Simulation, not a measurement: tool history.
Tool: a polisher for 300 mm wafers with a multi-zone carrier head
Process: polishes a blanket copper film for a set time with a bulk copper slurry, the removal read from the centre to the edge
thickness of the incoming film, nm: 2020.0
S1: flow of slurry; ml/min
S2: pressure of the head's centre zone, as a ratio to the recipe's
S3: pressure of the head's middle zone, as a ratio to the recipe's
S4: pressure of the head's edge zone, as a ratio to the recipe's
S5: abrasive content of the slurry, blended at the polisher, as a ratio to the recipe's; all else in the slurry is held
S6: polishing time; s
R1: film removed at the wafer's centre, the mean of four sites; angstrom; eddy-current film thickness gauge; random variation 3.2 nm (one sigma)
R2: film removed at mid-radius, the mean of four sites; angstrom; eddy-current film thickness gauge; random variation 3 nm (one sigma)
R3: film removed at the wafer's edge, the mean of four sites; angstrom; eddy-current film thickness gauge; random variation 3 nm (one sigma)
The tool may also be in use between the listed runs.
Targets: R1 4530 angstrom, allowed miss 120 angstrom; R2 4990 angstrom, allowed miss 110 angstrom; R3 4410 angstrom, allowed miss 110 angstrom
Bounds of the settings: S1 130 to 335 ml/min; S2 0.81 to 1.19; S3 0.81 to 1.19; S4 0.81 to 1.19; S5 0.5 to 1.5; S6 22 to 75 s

| run | hour | S1 | S2 | S3 | S4 | S5 | S6 | R1 | R2 | R3 |
|---|---|---|---|---|---|---|---|---|---|---|
| 1 | 0 | 215 | 1 | 1 | 1 | 1 | 48 | 3026.3 | 3012.7 | 2994.2 |
| 2 | 1.1 | 235 | 1.02 | 1.06 | 1.04 | 1.15 | 51 | 3434.3 | 3412.5 | 3305.2 |
| 3 | 6.7 | 245 | 1.01 | 1.1 | 1.05 | 1.25 | 54 | 3610.1 | 3814.8 | 3589.1 |
| 4 | 11.2 | 205 | 1.01 | 1.1 | 1.05 | 1.25 | 54 | 3542.7 | 3753.8 | 3512 |
| 5 | 13.5 | 220 | 1.02 | 1.13 | 1.06 | 1.35 | 56 | 3799.4 | 4033 | 3664.8 |
| 6 | 20.3 | 220 | 1.02 | 1.13 | 1.06 | 1.5 | 56 | 3814.7 | 4094.1 | 3819.2 |
|  | 27.1 | worn pad replaced by a new one |
| 7 | 27.1 | 240 | 1.02 | 1.15 | 1.07 | 1.5 | 58 | 4423.8 | 4751.7 | 4295.4 |
| 8 | 33.9 | 260 | 1 | 1.16 | 1.06 | 1.5 | 58 | 4358.9 | 4841.2 | 4319.3 |
| 9 | 35 | 265 | 1 | 1.16 | 1.06 | 1.5 | 58 | 4346.9 | 4824.3 | 4315.7 |
| 10 | 41.6 | 270 | 1 | 1.16 | 1.06 | 1.5 | 58 | 4344.2 | 4828.4 | 4304.4 |
| 11 | 44.3 | 280 | 1 | 1.16 | 1.06 | 1.5 | 58 | 4344.8 | 4774.9 | 4350.8 |
| 12 | 45.3 | 290 | 1 | 1.17 | 1.05 | 1.5 | 58 | 4402.4 | 4877.7 | 4335.6 |
| 13 | 50.4 | 295 | 1 | 1.17 | 1.05 | 1.5 | 58 | 4362.6 | 4899 | 4288.8 |

4 next moves are on the table. One of them brings every result within its allowed miss. Which?
| A | 55.5 | 335 | 1.04 | 1.18 | 1.01 | 1.5 | 57 | ? | ? | ? |
| B | 55.5 | 265 | 0.92 | 1.19 | 1.05 | 1.5 | 58 | ? | ? | ? |
| C | 55.5 | 295 | 0.99 | 1.13 | 1 | 1.45 | 61 | ? | ? | ? |
| D | 55.5 | 285 | 1.02 | 1.19 | 0.93 | 1.5 | 59 | ? | ? | ? |

| move | R1 | R2 | R3 |
|---|---|---|---|
| A | 4569.4 | 4943.6 | 4191 |
| B | 4075.3 | 4970.6 | 4282.2 |
| C | 4599.2 | 5029.1 | 4409 |
| D | 4580.7 | 5086.7 | 4129 |
A: brings the result that was furthest off to its target, and leaves another outside
B: further off than the last run
C: meets every target
D: brings the result that was furthest off to its target, and leaves another outside
Move C is the one to make.
